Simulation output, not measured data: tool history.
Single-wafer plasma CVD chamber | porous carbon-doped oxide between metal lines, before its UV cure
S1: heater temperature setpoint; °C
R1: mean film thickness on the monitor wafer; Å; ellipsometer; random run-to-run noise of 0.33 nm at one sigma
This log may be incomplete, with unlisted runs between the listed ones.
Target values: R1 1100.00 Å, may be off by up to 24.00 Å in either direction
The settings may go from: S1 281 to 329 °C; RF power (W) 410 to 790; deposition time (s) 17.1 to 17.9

Run 1, day 0.000: S1 305 °C, RF power (W) 600, deposition time (s) 17.9. Result: R1 963.56 Å.
Run 2, day 0.096: S1 311 °C, RF power (W) 600, deposition time (s) 17.9. Result: R1 925.69 Å.
Run 3, day 0.404: S1 307 °C, RF power (W) 605, deposition time (s) 17.9. Result: R1 952.85 Å.
Run 4, day 0.650: S1 313 °C, RF power (W) 605, deposition time (s) 17.9. Result: R1 921.01 Å.
Run 5, day 0.842: S1 309 °C, RF power (W) 610, deposition time (s) 17.9. Result: R1 946.41 Å.
Run 6, day 1.117: S1 305 °C, RF power (W) 615, deposition time (s) 17.9. Result: R1 973.12 Å.
Run 7, day 1.183: S1 302 °C, RF power (W) 620, deposition time (s) 17.9. Result: R1 998.14 Å.
Run 8, day 1.375: S1 302 °C, RF power (W) 620, deposition time (s) 17.9. Result: R1 1001.00 Å.
Run 9, day 1.567: S1 300 °C, RF power (W) 625, deposition time (s) 17.9. Result: R1 1009.70 Å.
At day 1.792: RF generator calibrated.
Run 10, day 1.792: S1 298 °C, RF power (W) 630, deposition time (s) 17.9. Result: R1 1065.30 Å.

Of the 5 settings listed for the next run, only one would bring every result within its allowed miss of target. Which one?
Run A, day 2.017: S1 292 °C, RF power (W) 550, deposition time (s) 17.9. Result: R1 ?.
Run B, day 2.017: S1 302 °C, RF power (W) 615, deposition time (s) 17.9. Result: R1 ?.
Run C, day 2.017: S1 291 °C, RF power (W) 610, deposition time (s) 17.9. Result: R1 ?.
Run D, day 2.017: S1 299 °C, RF power (W) 680, deposition time (s) 17.1. Result: R1 ?.
Run E, day 2.017: S1 287 °C, RF power (W) 505, deposition time (s) 17.9. Result: R1 ?.

move       R1
   A  1023.20
   B  1024.50
   C  1094.40
   D  1059.80
   E  1006.30
A: its largest miss is bigger than the last run's
B: its largest miss is bigger than the last run's
C: meets every target
D: its largest miss is bigger than the last run's
E: its largest miss is bigger than the last run's
The right move is C.
